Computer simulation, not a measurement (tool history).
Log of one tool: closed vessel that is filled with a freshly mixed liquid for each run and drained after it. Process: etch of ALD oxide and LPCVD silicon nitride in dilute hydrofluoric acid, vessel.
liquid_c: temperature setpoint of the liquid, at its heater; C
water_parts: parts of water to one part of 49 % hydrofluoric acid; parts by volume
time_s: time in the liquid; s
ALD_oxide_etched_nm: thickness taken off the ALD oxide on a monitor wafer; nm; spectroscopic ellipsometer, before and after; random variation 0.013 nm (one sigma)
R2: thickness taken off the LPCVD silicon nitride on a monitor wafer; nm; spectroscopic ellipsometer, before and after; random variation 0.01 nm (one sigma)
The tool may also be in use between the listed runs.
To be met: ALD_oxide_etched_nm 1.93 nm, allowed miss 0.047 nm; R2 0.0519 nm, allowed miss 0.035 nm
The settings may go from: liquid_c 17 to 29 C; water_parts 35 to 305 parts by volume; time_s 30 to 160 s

run 1 hour=0 | liquid_c=21 water_parts=170 time_s=80 | ALD_oxide_etched_nm=8.3009 R2=0.17996
run 2 hour=3.3 | liquid_c=21 water_parts=195 time_s=80 | ALD_oxide_etched_nm=6.9474 R2=0.16963
run 3 hour=7.5 | liquid_c=20.5 water_parts=210 time_s=75 | ALD_oxide_etched_nm=5.8309 R2=0.090103
run 4 hour=10 | liquid_c=20.5 water_parts=210 time_s=100 | ALD_oxide_etched_nm=7.7318 R2=0.15763
run 5 hour=17.5 | liquid_c=20.5 water_parts=225 time_s=90 | ALD_oxide_etched_nm=6.4869 R2=0.18322
run 6 hour=20.5 | liquid_c=20 water_parts=235 time_s=80 | ALD_oxide_etched_nm=5.4249 R2=0.12957
run 7 hour=23.6 | liquid_c=19.5 water_parts=245 time_s=70 | ALD_oxide_etched_nm=4.3844 R2=0.10319
run 8 hour=28.4 | liquid_c=19 water_parts=255 time_s=65 | ALD_oxide_etched_nm=3.7747 R2=0.097689
run 9 hour=29.6 | liquid_c=18.5 water_parts=265 time_s=60 | ALD_oxide_etched_nm=3.2589 R2=0.067918
run 10 hour=32.9 | liquid_c=18.5 water_parts=270 time_s=55 | ALD_oxide_etched_nm=2.9182 R2=0.0808
run 11 hour=39.2 | liquid_c=18.5 water_parts=275 time_s=55 | ALD_oxide_etched_nm=2.8782 R2=0.065917
run 12 hour=42 | liquid_c=18.5 water_parts=280 time_s=55 | ALD_oxide_etched_nm=2.7896 R2=0.04119
run 13 hour=43.5 | liquid_c=18.5 water_parts=285 time_s=55 | ALD_oxide_etched_nm=2.7179 R2=0.056603
run 14 hour=52.5 | liquid_c=18.5 water_parts=290 time_s=55 | ALD_oxide_etched_nm=2.6797 R2=0.067521
run 15 hour=60.4 | liquid_c=17.5 water_parts=300 time_s=45 | ALD_oxide_etched_nm=2.0221 R2=0.049609
run 16 hour=64.6 | liquid_c=17 water_parts=300 time_s=45 | ALD_oxide_etched_nm=1.9663 R2=0.037354
run 17 hour=65.1 | liquid_c=18 water_parts=305 time_s=45 | ALD_oxide_etched_nm=2.0272 R2=0.055903
run 18 hour=72.7 | liquid_c=17.5 water_parts=305 time_s=45 | ALD_oxide_etched_nm=1.9979 R2=0.04426

Which of these 4 next moves meets every target?
run A hour=80.3 | liquid_c=17 water_parts=280 time_s=45 | ALD_oxide_etched_nm=? R2=?
run B hour=80.3 | liquid_c=17 water_parts=225 time_s=35 | ALD_oxide_etched_nm=? R2=?
run C hour=80.3 | liquid_c=17 water_parts=210 time_s=30 | ALD_oxide_etched_nm=? R2=?
run D hour=80.3 | liquid_c=20 water_parts=305 time_s=40 | ALD_oxide_etched_nm=? R2=?

move=A ALD_oxide_etched_nm=2.1463 R2=0.041798
move=B ALD_oxide_etched_nm=2.1793 R2=0.040044
move=C ALD_oxide_etched_nm=2.0286 R2=0.036665
move=D ALD_oxide_etched_nm=1.9169 R2=0.041553
A: further off than the last run
B: further off than the last run
C: further off than the last run
D: meets every target
Move D is the one to make.
